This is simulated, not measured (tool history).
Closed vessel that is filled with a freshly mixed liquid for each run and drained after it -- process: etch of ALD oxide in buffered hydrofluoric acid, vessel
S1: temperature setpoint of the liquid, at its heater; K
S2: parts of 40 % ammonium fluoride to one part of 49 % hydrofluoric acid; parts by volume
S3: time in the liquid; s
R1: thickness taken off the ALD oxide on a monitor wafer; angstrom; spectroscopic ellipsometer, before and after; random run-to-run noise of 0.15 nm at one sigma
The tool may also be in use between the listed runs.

Run 1, hour 0: S1 294.15 K, S2 15 parts by volume, S3 30 s. Result: R1 242.6 angstrom.
Run 2, hour 4.2: S1 296.65 K, S2 15 parts by volume, S3 30 s. Result: R1 278.85 angstrom.
Run 3, hour 12: S1 296.65 K, S2 15 parts by volume, S3 30 s. Result: R1 281.64 angstrom.
Run 4, hour 16.3: S1 295.15 K, S2 15.5 parts by volume, S3 30 s. Result: R1 250.66 angstrom.
Run 5, hour 20.5: S1 294.15 K, S2 16 parts by volume, S3 30 s. Result: R1 229.53 angstrom.
Run 6, hour 28.1: S1 294.15 K, S2 14.5 parts by volume, S3 30 s. Result: R1 248.43 angstrom.
Run 7, hour 29.3: S1 293.15 K, S2 15 parts by volume, S3 30 s. Result: R1 232.09 angstrom.
Run 8, hour 30.5: S1 292.65 K, S2 15.5 parts by volume, S3 30 s. Result: R1 218.93 angstrom.

What does the tool deliver on the next run?
Run 9, hour 37.1: S1 292.15 K, S2 16 parts by volume, S3 30 s. Result: R1 ?.

Run 9 produced R1 202.65 angstrom.
